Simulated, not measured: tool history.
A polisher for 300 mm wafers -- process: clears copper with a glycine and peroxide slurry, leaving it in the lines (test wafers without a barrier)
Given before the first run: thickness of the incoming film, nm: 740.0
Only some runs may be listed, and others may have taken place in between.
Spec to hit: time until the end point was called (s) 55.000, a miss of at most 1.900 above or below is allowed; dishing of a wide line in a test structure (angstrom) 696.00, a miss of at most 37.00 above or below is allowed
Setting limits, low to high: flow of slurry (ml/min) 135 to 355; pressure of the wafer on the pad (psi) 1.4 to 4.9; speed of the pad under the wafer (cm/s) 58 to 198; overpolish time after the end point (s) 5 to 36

run    day  flow of slurry (ml/min)  pressure of the wafer on the pad (psi)  speed of the pad under the wafer (cm/s)  overpolish time after the end point (s)  time until the end point was called (s)  dishing of a wide line in a test structure (angstrom)
  1  0.000                      225                                     3.1                                      128                                       18                                   96.437                                                 826.82
  2  0.350                      260                                     3.1                                      128                                       18                                   93.764                                                 840.56
  3  0.479                      260                                     3.1                                      128                                       21                                   95.171                                                 929.64
  4  0.583                      260                                     3.1                                      128                                       26                                   94.441                                                1019.40
  5  0.779                      240                                     3.2                                      138                                       22                                   89.939                                                1008.10
  6  1.083                      240                                     3.2                                      122                                       22                                   95.909                                                 973.60
  7  1.292                      260                                     3.3                                      134                                       19                                   87.954                                                 916.87
  8  1.358                      275                                     3.3                                      144                                       17                                   84.431                                                 870.73
  9  1.517                      290                                     3.4                                      154                                       15                                   76.293                                                 832.88
 10  1.567                      300                                     4.3                                      162                                        6                                   61.647                                                 514.40
 11  1.938                      300                                     4.3                                      164                                        7                                   60.026                                                 591.97
 12  2.254                      300                                     4.6                                      166                                        9                                   55.502                                                 771.64
 13  2.462                      300                                     4.5                                      170                                        7                                   55.759                                                 646.11

Exactly one of the 5 candidate moves below puts every result within its allowed miss. Which one?
  A  2.671                      300                                     4.6                                      168                                       10                                        ?                                                      ?
  B  2.671                      315                                     4.6                                      170                                        9                                        ?                                                      ?
  C  2.671                      285                                     4.7                                      164                                        8                                        ?                                                      ?
  D  2.671                      275                                     4.6                                      198                                        9                                        ?                                                      ?
  E  2.671                      305                                     4.5                                      198                                        9                                        ?                                                      ?

move  time until the end point was called (s)  dishing of a wide line in a test structure (angstrom)
   A                                   54.620                                                 822.91
   B                                   53.944                                                 769.19
   C                                   54.696                                                 697.81
   D                                   49.077                                                 822.00
   E                                   49.604                                                 814.66
A: moves the result that the last run missed by most past its target, out the other side
B: moves the result that the last run missed by most past its target, out the other side
C: every result lands within tolerance
D: moves the result that the last run missed by most past its target, out the other side
E: moves the result that the last run missed by most past its target, out the other side
Answer: C
